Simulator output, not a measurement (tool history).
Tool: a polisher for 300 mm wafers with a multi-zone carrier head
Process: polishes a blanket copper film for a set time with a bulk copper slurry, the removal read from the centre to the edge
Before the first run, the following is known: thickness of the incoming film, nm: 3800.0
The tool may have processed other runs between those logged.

run,hour,flow of slurry (ml/min),pressure of the head's centre zone,pressure of the head's middle zone,pressure of the head's edge zone,abrasive content of the slurry,polishing time (s),film removed at the wafer's centre (angstrom),film removed at mid-radius (angstrom),film removed at the wafer's edge (angstrom)
1,0,225,1,1,1,1,55,3966,3902,3894.5
2,7,225,1,1,1,0.9,55,3881.3,3864.7,3904.7
3,7.7,225,1,1,1,0.9,68,4870.6,4738.4,4788.3
4,12.1,230,1.02,1.01,1,0.9,68,4889.7,4750.5,4752.1
5,16.7,230,1.02,1.07,1,0.9,68,5030.7,4954.3,4792.5
6,21.2,230,1.02,1.07,1,0.9,54,3950.5,3997,3800.8
7,29.1,235,1.03,1.08,1.01,1,56,4059.8,4203,4031.9
8,33,235,1.05,1.08,1,1,59,4546.9,4385.6,4250
9,36.7,240,1.06,1.1,1,1.05,60,4716.9,4628.9,4344.8
10,42,245,1.08,1.11,1.01,1.1,60,4772.7,4624.3,4488.1

Predict the results of run 11:
11,46.9,265,1.18,1.18,0.92,1.25,65,?,?,?

{"run 11": {"film removed at the wafer's centre (angstrom)": 5518.6, "film removed at mid-radius (angstrom)": 5503.9, "film removed at the wafer's edge (angstrom)": 4828.3}}
